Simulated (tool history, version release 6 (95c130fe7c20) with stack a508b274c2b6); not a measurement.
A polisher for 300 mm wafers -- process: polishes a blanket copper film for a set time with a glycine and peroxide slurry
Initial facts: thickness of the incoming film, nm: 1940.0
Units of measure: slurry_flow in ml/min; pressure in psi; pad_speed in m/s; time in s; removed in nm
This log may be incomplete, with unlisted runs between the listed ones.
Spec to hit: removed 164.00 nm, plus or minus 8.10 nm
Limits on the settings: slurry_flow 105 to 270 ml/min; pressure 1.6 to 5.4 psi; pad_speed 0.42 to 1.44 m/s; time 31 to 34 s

run  hour  slurry_flow  pressure  pad_speed  time  removed
  1   0.0          175       3.5       0.92    34   209.82
  2   1.2          175       3.3       0.92    34   195.24
  3   5.8          175       3.2       0.92    34   199.76
  4   7.8          175       3.0       0.92    34   192.64
  5   8.9          175       3.0       0.92    34   191.83
  6  14.2          175       3.6       0.92    34   213.84
  7  20.6          175       3.4       0.90    34   205.59
  8  25.0          175       3.2       0.90    34   193.94

Of the 5 settings listed for the next run, only one would bring every result within its allowed miss of target. Which one?
  A  29.4          145       3.4       1.08    34        ?
  B  29.4          165       3.2       0.82    33        ?
  C  29.4          175       3.6       0.92    33        ?
  D  29.4          170       3.3       0.78    31        ?
  E  29.4          115       2.8       1.06    34        ?

move  removed
   A   221.29
   B   177.53
   C   207.54
   D   166.12
   E   184.78
A: misses by more than the last run did
B: nearer than the last run, and not there yet
C: misses by more than the last run did
D: every result within its allowed miss
E: nearer than the last run, and not there yet
D is the move that brings every result within its allowed miss.

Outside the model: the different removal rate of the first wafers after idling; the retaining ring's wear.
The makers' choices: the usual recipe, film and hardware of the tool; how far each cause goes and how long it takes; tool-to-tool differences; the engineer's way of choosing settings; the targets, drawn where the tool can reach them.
